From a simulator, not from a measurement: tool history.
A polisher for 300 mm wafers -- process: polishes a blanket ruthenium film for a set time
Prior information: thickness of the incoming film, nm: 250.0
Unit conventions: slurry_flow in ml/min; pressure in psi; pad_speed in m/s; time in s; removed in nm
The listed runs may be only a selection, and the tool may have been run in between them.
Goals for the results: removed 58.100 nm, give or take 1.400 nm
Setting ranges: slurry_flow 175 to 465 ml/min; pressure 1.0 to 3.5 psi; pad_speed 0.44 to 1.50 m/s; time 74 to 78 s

| run | hour | slurry_flow | pressure | pad_speed | time | removed |
|---|---|---|---|---|---|---|
| 1 | 0.0 | 295 | 2.2 | 0.96 | 74 | 87.300 |
| 2 | 8.0 | 290 | 1.9 | 0.96 | 74 | 75.935 |
| 3 | 12.9 | 290 | 1.9 | 0.96 | 78 | 78.661 |
| 4 | 15.3 | 290 | 1.3 | 0.96 | 78 | 54.921 |
| 5 | 23.7 | 290 | 1.3 | 0.86 | 78 | 50.659 |
| 6 | 29.3 | 290 | 1.7 | 0.86 | 78 | 66.558 |
| 7 | 30.2 | 290 | 1.6 | 0.86 | 78 | 62.141 |
| 8 | 39.0 | 290 | 1.6 | 0.86 | 78 | 62.001 |

Pick the move, out of 4, that brings all results within their allowed miss; only one does.
| A | 47.8 | 250 | 1.9 | 0.64 | 78 | ? |
| B | 47.8 | 290 | 1.5 | 0.94 | 76 | ? |
| C | 47.8 | 340 | 1.4 | 1.14 | 78 | ? |
| D | 47.8 | 310 | 1.6 | 0.98 | 78 | ? |

| move | removed |
|---|---|
| A | 58.344 |
| B | 60.588 |
| C | 68.542 |
| D | 68.715 |
A: meets every target
B: closer than the last run, but not yet in spec
C: lands further from the targets than the last run did
D: lands further from the targets than the last run did
A is the move that brings every result within its allowed miss.

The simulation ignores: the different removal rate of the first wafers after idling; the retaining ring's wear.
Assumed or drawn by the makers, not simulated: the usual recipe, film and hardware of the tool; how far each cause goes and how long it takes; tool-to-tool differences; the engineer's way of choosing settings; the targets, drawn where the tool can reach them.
